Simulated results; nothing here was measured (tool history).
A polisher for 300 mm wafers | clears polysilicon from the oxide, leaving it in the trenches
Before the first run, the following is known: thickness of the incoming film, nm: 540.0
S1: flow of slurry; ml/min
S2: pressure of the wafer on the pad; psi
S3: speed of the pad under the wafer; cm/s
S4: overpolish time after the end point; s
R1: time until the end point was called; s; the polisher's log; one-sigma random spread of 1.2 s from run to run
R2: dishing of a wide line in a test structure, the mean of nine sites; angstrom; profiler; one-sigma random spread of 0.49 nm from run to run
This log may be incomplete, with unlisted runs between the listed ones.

run	hour	S1	S2	S3	S4	R1	R2
1	0.0	270	2.2	96	12	52.937	477.95
2	4.3	270	1.9	94	9	62.365	401.88
3	13.3	270	1.9	112	9	53.545	423.38
4	17.6	205	1.9	112	9	56.196	413.90
5	24.6	205	1.9	112	4	53.637	270.85
6	27.8	205	1.9	112	7	54.493	389.57
7	29.4	200	1.6	108	6	68.089	308.11
8	35.9	200	1.6	108	6	68.145	314.39

Predict the results of run 9:
9	40.5	195	1.5	108	7	?	?

R1: 71.800 s
R2: 332.74 angstrom

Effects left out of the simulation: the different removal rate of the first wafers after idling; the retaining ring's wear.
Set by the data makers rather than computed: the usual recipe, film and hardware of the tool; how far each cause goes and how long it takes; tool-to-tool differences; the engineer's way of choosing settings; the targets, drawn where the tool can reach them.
